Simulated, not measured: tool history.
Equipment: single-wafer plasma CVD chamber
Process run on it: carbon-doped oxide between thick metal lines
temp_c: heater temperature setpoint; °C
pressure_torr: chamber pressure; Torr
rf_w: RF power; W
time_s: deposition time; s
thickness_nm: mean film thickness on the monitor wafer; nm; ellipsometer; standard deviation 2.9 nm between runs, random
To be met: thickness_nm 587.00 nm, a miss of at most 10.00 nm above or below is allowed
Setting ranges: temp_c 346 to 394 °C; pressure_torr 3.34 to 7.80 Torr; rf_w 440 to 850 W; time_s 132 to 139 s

| run | hour | temp_c | pressure_torr | rf_w | time_s | thickness_nm |
|---|---|---|---|---|---|---|
| 1 | 0.0 | 370 | 5.57 | 645 | 139 | 800.25 |
| 2 | 8.3 | 370 | 5.57 | 700 | 139 | 849.95 |
| 3 | 13.3 | 373 | 5.07 | 615 | 137 | 753.43 |
| 4 | 19.8 | 373 | 4.33 | 615 | 137 | 729.20 |
| 5 | 22.6 | 375 | 4.00 | 565 | 136 | 670.47 |
| 6 | 26.6 | 381 | 4.00 | 565 | 136 | 662.16 |
| 7 | 29.6 | 383 | 3.78 | 540 | 136 | 630.69 |
| 8 | 33.7 | 385 | 3.63 | 530 | 136 | 611.30 |
| 9 | 39.2 | 387 | 3.53 | 530 | 136 | 610.75 |
| 10 | 45.0 | 388 | 3.47 | 525 | 136 | 600.09 |
| 11 | 50.0 | 389 | 3.43 | 525 | 136 | 598.14 |

Which one of the following 4 next-run settings gets every result inside its allowed miss? There is exactly one.
| A | 55.0 | 379 | 3.67 | 505 | 135 | ? |
| B | 55.0 | 392 | 3.38 | 545 | 136 | ? |
| C | 55.0 | 385 | 3.63 | 515 | 139 | ? |
| D | 55.0 | 391 | 3.38 | 535 | 139 | ? |

| move | thickness_nm |
|---|---|
| A | 586.74 |
| B | 610.90 |
| C | 606.64 |
| D | 615.63 |
A: all results in spec
B: misses by more than the last run did
C: misses by more than the last run did
D: misses by more than the last run did
The move that meets every target is A.

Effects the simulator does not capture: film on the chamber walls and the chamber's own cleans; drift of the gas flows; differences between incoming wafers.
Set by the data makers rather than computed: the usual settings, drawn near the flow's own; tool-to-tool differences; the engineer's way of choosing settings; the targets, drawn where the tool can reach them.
